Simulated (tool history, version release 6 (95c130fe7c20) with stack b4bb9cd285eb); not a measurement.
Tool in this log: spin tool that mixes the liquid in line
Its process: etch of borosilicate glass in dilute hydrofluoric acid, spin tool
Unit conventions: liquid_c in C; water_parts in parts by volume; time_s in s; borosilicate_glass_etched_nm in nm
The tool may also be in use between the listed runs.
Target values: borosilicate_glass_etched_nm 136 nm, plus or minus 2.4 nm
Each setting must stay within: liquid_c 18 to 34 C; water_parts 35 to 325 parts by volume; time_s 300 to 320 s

run,hour,liquid_c,water_parts,time_s,borosilicate_glass_etched_nm
1,0,26,180,300,40.021
2,6.7,27.5,150,300,52.586
3,8.4,25.5,150,300,48.724
4,10.1,28,150,300,53.774
5,18.3,30,150,300,57.616
6,19,30,150,300,57.684
7,26.5,31,130,300,71.115
8,33.9,31.5,115,300,83.703
# hour 38.3: hydrofluoric acid flow meter replaced
9,38.3,32,105,300,102.15
10,45.3,32.5,100,300,109.9
11,51,33,95,300,118.71
12,53.3,33.5,90,300,128.64
13,55.4,34,90,300,131.68
14,58.3,34,85,300,139.54

Which one of the following 5 next-run settings gets every result inside its allowed miss? There is exactly one.
A,61.2,32.5,80,300,?
B,61.2,34,90,320,?
C,61.2,34,85,320,?
D,61.2,30.5,80,320,?
E,61.2,32,85,315,?

move,borosilicate_glass_etched_nm
A,141.95
B,140.04
C,149.46
D,140.42
E,136.63
A: lands further from the targets than the last run did
B: lands further from the targets than the last run did
C: lands further from the targets than the last run did
D: lands further from the targets than the last run did
E: each result inside its tolerance
Answer: E
